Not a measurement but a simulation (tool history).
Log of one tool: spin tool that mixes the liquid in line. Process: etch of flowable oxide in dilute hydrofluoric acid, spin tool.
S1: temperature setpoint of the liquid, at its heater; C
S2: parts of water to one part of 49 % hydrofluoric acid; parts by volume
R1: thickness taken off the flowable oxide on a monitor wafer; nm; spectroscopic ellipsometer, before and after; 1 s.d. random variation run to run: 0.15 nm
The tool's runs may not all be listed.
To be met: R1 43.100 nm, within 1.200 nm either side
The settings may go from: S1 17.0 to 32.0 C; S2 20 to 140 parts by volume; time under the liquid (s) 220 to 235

{"run": 1, "hour": 0.0, "S1": 24.0, "S2": 75, "time under the liquid (s)": 220, "R1": 59.274}
{"run": 2, "hour": 4.4, "S1": 24.0, "S2": 75, "time under the liquid (s)": 235, "R1": 62.981}
{"run": 3, "hour": 9.5, "S1": 24.0, "S2": 65, "time under the liquid (s)": 235, "R1": 73.821}
{"run": 4, "hour": 11.5, "S1": 22.5, "S2": 65, "time under the liquid (s)": 235, "R1": 68.924}
{"run": 5, "hour": 20.3, "S1": 21.5, "S2": 65, "time under the liquid (s)": 235, "R1": 66.348}
{"run": 6, "hour": 25.3, "S1": 23.0, "S2": 65, "time under the liquid (s)": 235, "R1": 70.743}
{"run": 7, "hour": 34.1, "S1": 22.0, "S2": 70, "time under the liquid (s)": 235, "R1": 62.782}
{"run": 8, "hour": 36.9, "S1": 21.5, "S2": 70, "time under the liquid (s)": 235, "R1": 61.219}
{"run": 9, "hour": 41.9, "S1": 21.0, "S2": 70, "time under the liquid (s)": 235, "R1": 60.123}
{"run": 10, "hour": 43.2, "S1": 21.0, "S2": 70, "time under the liquid (s)": 235, "R1": 60.279}
{"run": 11, "hour": 50.4, "S1": 20.5, "S2": 70, "time under the liquid (s)": 235, "R1": 58.781}
{"run": 12, "hour": 57.0, "S1": 20.0, "S2": 70, "time under the liquid (s)": 235, "R1": 57.865}
{"run": 13, "hour": 61.4, "S1": 19.5, "S2": 70, "time under the liquid (s)": 235, "R1": 56.908}
{"run": 14, "hour": 62.1, "S1": 19.0, "S2": 70, "time under the liquid (s)": 235, "R1": 55.183}
{"run": 15, "hour": 70.8, "S1": 18.5, "S2": 70, "time under the liquid (s)": 235, "R1": 54.0}
{"run": 16, "hour": 73.8, "S1": 17.5, "S2": 75, "time under the liquid (s)": 235, "R1": 48.252}

Of the 5 settings listed for the next run, only one would bring every result within its allowed miss of target. Which one?
{"run": "A", "hour": 76.8, "S1": 18.0, "S2": 85, "time under the liquid (s)": 220, "R1": "?"}
{"run": "B", "hour": 76.8, "S1": 17.5, "S2": 85, "time under the liquid (s)": 225, "R1": "?"}
{"run": "C", "hour": 76.8, "S1": 24.0, "S2": 100, "time under the liquid (s)": 220, "R1": "?"}
{"run": "D", "hour": 76.8, "S1": 20.5, "S2": 85, "time under the liquid (s)": 230, "R1": "?"}
{"run": "E", "hour": 76.8, "S1": 17.0, "S2": 80, "time under the liquid (s)": 220, "R1": "?"}

move=A R1=40.035
move=B R1=40.089
move=C R1=42.749
move=D R1=46.460
move=E R1=40.991
A: pushes the last run's worst result past its target
B: pushes the last run's worst result past its target
C: all results in spec
D: closes in on the targets versus the last run, not all within tolerance yet
E: pushes the last run's worst result past its target
Correct choice: C, which meets every target
